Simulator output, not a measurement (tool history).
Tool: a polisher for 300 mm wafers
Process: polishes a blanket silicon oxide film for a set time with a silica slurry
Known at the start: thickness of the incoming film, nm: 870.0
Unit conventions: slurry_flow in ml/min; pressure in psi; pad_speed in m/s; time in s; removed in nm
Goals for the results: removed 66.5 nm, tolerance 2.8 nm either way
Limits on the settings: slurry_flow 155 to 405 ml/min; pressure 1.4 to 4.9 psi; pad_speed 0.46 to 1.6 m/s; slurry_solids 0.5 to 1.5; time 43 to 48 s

{"run": 1, "day": 0.0, "slurry_flow": 260, "pressure": 3.1, "pad_speed": 1.02, "slurry_solids": 1, "time": 48, "removed": 117.4}
{"run": 2, "day": 0.133, "slurry_flow": 260, "pressure": 3.1, "pad_speed": 1.24, "slurry_solids": 1, "time": 48, "removed": 128.4}
{"run": 3, "day": 0.358, "slurry_flow": 260, "pressure": 3.1, "pad_speed": 1.38, "slurry_solids": 1, "time": 48, "removed": 139.5}
{"run": 4, "day": 0.617, "slurry_flow": 260, "pressure": 3.1, "pad_speed": 1.38, "slurry_solids": 1, "time": 43, "removed": 126.9}
{"run": 5, "day": 0.721, "slurry_flow": 260, "pressure": 2.9, "pad_speed": 1.36, "slurry_solids": 1, "time": 43, "removed": 115.43}
{"run": 6, "day": 0.829, "slurry_flow": 295, "pressure": 2.9, "pad_speed": 1.36, "slurry_solids": 1, "time": 43, "removed": 117.62}
{"run": 7, "day": 0.992, "slurry_flow": 295, "pressure": 2.7, "pad_speed": 1.36, "slurry_solids": 1, "time": 43, "removed": 110.52}
{"run": 8, "day": 1.279, "slurry_flow": 295, "pressure": 2.5, "pad_speed": 1.34, "slurry_solids": 1, "time": 43, "removed": 102.36}
{"run": 9, "day": 1.396, "slurry_flow": 295, "pressure": 2.4, "pad_speed": 1.32, "slurry_solids": 1, "time": 43, "removed": 95.335}
{"run": 10, "day": 1.675, "slurry_flow": 295, "pressure": 1.5, "pad_speed": 1.3, "slurry_solids": 1, "time": 43, "removed": 61.028}
{"run": 11, "day": 1.729, "slurry_flow": 300, "pressure": 1.5, "pad_speed": 1.3, "slurry_solids": 1, "time": 43, "removed": 61.871}

Exercise: of the 4 proposed moves below, exactly one satisfies all targets within the stated allowed misses. Which move is it?
{"run": "A", "day": 1.783, "slurry_flow": 260, "pressure": 1.4, "pad_speed": 1.6, "slurry_solids": 1, "time": 48, "removed": "?"}
{"run": "B", "day": 1.783, "slurry_flow": 285, "pressure": 1.8, "pad_speed": 1.2, "slurry_solids": 0.95, "time": 47, "removed": "?"}
{"run": "C", "day": 1.783, "slurry_flow": 315, "pressure": 1.7, "pad_speed": 1.32, "slurry_solids": 0.8, "time": 46, "removed": "?"}
{"run": "D", "day": 1.783, "slurry_flow": 255, "pressure": 1.6, "pad_speed": 1.42, "slurry_solids": 0.85, "time": 43, "removed": "?"}

move=A removed=72.016
move=B removed=73.234
move=C removed=66.2
move=D removed=62
A: moves the result that the last run missed by most past its target, out the other side
B: moves the result that the last run missed by most past its target, out the other side
C: every result within its allowed miss
D: no better and no worse than the last run
Go with C: it meets all targets.
